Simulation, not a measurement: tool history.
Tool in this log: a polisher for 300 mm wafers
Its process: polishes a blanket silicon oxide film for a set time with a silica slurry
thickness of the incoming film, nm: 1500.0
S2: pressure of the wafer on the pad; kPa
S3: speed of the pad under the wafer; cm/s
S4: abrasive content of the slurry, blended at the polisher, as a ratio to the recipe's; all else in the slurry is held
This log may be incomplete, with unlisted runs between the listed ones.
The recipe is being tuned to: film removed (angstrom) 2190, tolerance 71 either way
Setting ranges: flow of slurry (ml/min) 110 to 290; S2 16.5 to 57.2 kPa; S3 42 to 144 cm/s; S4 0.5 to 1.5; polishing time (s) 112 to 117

Run 1, day 0: flow of slurry (ml/min) 185, S2 36.5 kPa, S3 92 cm/s, S4 1, polishing time (s) 112. Result: film removed (angstrom) 3199.7.
Run 2, day 0.142: flow of slurry (ml/min) 185, S2 36.5 kPa, S3 82 cm/s, S4 1, polishing time (s) 112. Result: film removed (angstrom) 3013.8.
Run 3, day 0.512: flow of slurry (ml/min) 185, S2 36.5 kPa, S3 82 cm/s, S4 1.2, polishing time (s) 112. Result: film removed (angstrom) 3134.5.
Run 4, day 0.708: flow of slurry (ml/min) 185, S2 44.8 kPa, S3 82 cm/s, S4 1.2, polishing time (s) 112. Result: film removed (angstrom) 3877.9.
Run 5, day 0.833: flow of slurry (ml/min) 180, S2 40 kPa, S3 82 cm/s, S4 1.2, polishing time (s) 112. Result: film removed (angstrom) 3402.6.
Run 6, day 1.004: flow of slurry (ml/min) 180, S2 40 kPa, S3 82 cm/s, S4 1.35, polishing time (s) 112. Result: film removed (angstrom) 3627.2.
Run 7, day 1.379: flow of slurry (ml/min) 165, S2 29.6 kPa, S3 80 cm/s, S4 1.35, polishing time (s) 112. Result: film removed (angstrom) 2643.
Run 8, day 1.575: flow of slurry (ml/min) 160, S2 28.3 kPa, S3 80 cm/s, S4 1.35, polishing time (s) 112. Result: film removed (angstrom) 2456.7.

Which one of the following 5 next-run settings gets every result inside its allowed miss? There is exactly one.
Run A, day 1.771: flow of slurry (ml/min) 115, S2 22.8 kPa, S3 98 cm/s, S4 1.5, polishing time (s) 112. Result: film removed (angstrom) ?.
Run B, day 1.771: flow of slurry (ml/min) 145, S2 22.8 kPa, S3 86 cm/s, S4 1.35, polishing time (s) 112. Result: film removed (angstrom) ?.
Run C, day 1.771: flow of slurry (ml/min) 190, S2 27.6 kPa, S3 64 cm/s, S4 1, polishing time (s) 117. Result: film removed (angstrom) ?.
Run D, day 1.771: flow of slurry (ml/min) 145, S2 28.3 kPa, S3 86 cm/s, S4 1.5, polishing time (s) 117. Result: film removed (angstrom) ?.
Run E, day 1.771: flow of slurry (ml/min) 160, S2 29 kPa, S3 92 cm/s, S4 1.25, polishing time (s) 112. Result: film removed (angstrom) ?.

move  film removed (angstrom)
   A                   2184.1
   B                   2057.5
   C                   2052.5
   D                     2740
   E                   2680.2
A: each result inside its tolerance
B: takes the biggest miss from the last run beyond its target
C: takes the biggest miss from the last run beyond its target
D: lands further from the targets than the last run did
E: lands further from the targets than the last run did
So the answer is move A, the one that meets all the targets.
